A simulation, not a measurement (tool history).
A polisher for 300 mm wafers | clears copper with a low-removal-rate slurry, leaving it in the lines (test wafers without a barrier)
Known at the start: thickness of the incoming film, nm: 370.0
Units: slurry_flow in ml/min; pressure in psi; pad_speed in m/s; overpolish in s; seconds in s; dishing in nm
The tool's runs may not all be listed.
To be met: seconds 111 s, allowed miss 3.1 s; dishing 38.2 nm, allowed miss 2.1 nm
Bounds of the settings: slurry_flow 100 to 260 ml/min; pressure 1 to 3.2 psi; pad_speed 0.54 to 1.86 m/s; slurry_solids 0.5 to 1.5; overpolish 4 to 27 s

run	hour	slurry_flow	pressure	pad_speed	slurry_solids	overpolish	seconds	dishing
1	0	165	2.1	1.18	1	14	125.68	28.188
2	8.9	165	2.1	1.18	1	18	125.83	34.355
3	12.7	170	2.1	1.18	1	18	124.74	34.268
4	19	130	2.1	1.18	1	18	131.2	33.848
5	23.9	140	2.1	1.18	1	18	128.79	33.557
6	28.5	160	2.1	1.18	1	18	127.12	33.049
7	31.8	165	2.1	1.18	1	18	124.53	35.527
8	39.6	215	2.2	1.18	1	16	117.56	33.18
9	46.3	215	2.3	1.18	1	17	112.16	34.787

Which of these 5 next moves meets every target?
A	53	230	2.3	1.08	1.2	15	?	?
B	53	210	2.2	1.24	1	18	?	?
C	53	215	2.1	1.28	1	16	?	?
D	53	195	2.1	1.32	0.8	15	?	?
E	53	225	2.3	1.12	1.05	21	?	?

move	seconds	dishing
A	116.03	31.123
B	110.85	37.011
C	111.69	33.521
D	114.83	31.186
E	115.55	40.374
A: further off than the last run
B: meets every target
C: further off than the last run
D: further off than the last run
E: takes the result that was furthest off past its target
The right move is B.
